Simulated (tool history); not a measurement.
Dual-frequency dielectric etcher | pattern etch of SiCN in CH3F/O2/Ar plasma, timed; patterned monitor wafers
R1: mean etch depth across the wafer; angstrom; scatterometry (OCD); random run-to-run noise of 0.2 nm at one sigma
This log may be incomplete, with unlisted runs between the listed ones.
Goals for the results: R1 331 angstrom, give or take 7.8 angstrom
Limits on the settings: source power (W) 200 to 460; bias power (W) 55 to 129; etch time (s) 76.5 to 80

Run 1, hour 0: source power (W) 330, bias power (W) 92, etch time (s) 76.5. Result: R1 278.6 angstrom.
Run 2, hour 5.8: source power (W) 330, bias power (W) 98, etch time (s) 76.5. Result: R1 291.86 angstrom.
Run 3, hour 10.2: source power (W) 330, bias power (W) 89, etch time (s) 76.5. Result: R1 281.59 angstrom.
Run 4, hour 12.7: source power (W) 330, bias power (W) 89, etch time (s) 80. Result: R1 291.16 angstrom.
At hour 17.6: source power generator calibrated.
Run 5, hour 17.6: source power (W) 290, bias power (W) 89, etch time (s) 80. Result: R1 278.22 angstrom.
Run 6, hour 23.8: source power (W) 250, bias power (W) 89, etch time (s) 80. Result: R1 265.49 angstrom.
Run 7, hour 31.4: source power (W) 290, bias power (W) 92, etch time (s) 80. Result: R1 284.53 angstrom.
Run 8, hour 37.2: source power (W) 320, bias power (W) 94, etch time (s) 80. Result: R1 290.1 angstrom.
Run 9, hour 44.3: source power (W) 350, bias power (W) 97, etch time (s) 80. Result: R1 303.15 angstrom.
Run 10, hour 49.6: source power (W) 370, bias power (W) 99, etch time (s) 80. Result: R1 315.95 angstrom.
Run 11, hour 52.4: source power (W) 380, bias power (W) 100, etch time (s) 80. Result: R1 316.52 angstrom.
Run 12, hour 58.7: source power (W) 380, bias power (W) 100, etch time (s) 80. Result: R1 317.32 angstrom.
Run 13, hour 67.3: source power (W) 390, bias power (W) 101, etch time (s) 80. Result: R1 321.31 angstrom.

Next run, 4 choices. One meets every target within its allowed miss, the rest don't. Which?
Run A, hour 75.9: source power (W) 400, bias power (W) 97, etch time (s) 78. Result: R1 ?.
Run B, hour 75.9: source power (W) 420, bias power (W) 102, etch time (s) 80. Result: R1 ?.
Run C, hour 75.9: source power (W) 380, bias power (W) 92, etch time (s) 80. Result: R1 ?.
Run D, hour 75.9: source power (W) 380, bias power (W) 100, etch time (s) 80. Result: R1 ?.

move      R1
   A  310.58
   B  329.42
   C  307.56
   D  316.63
A: the biggest miss grows against the last run
B: every result within its allowed miss
C: the biggest miss grows against the last run
D: the biggest miss grows against the last run
Answer: B
